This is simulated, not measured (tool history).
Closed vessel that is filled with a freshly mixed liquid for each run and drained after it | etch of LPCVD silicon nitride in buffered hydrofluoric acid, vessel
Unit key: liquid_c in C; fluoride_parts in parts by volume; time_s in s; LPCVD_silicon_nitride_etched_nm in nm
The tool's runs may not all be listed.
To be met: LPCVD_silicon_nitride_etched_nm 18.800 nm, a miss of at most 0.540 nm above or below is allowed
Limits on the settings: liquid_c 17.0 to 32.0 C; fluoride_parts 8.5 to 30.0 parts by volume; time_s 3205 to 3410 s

run	day	liquid_c	fluoride_parts	time_s	LPCVD_silicon_nitride_etched_nm
1	0.000	25.0	23.0	3205	22.220
2	0.250	25.0	23.0	3205	22.421
3	0.662	24.5	23.0	3205	21.658
4	0.883	24.0	23.0	3205	21.111
5	1.004	24.0	17.5	3205	26.611
6	1.338	23.0	17.5	3205	25.272
7	1.521	22.0	17.5	3205	23.705
8	1.629	21.0	17.5	3205	22.567
9	1.850	17.0	18.0	3205	17.554
10	2.088	17.5	18.0	3205	18.056
11	2.496	17.5	18.0	3205	18.079

Next run, 5 choices. One meets every target within its allowed miss, the rest don't. Which?
A	2.904	18.0	20.0	3305	?
B	2.904	18.5	18.5	3275	?
C	2.904	17.0	18.5	3290	?
D	2.904	19.5	20.5	3205	?
E	2.904	18.5	20.5	3300	?

move	LPCVD_silicon_nitride_etched_nm
A	17.283
B	19.031
C	17.553
D	17.938
E	17.454
A: misses by more than the last run did
B: in spec on every target
C: misses by more than the last run did
D: misses by more than the last run did
E: misses by more than the last run did
Correct choice: B, which meets every target
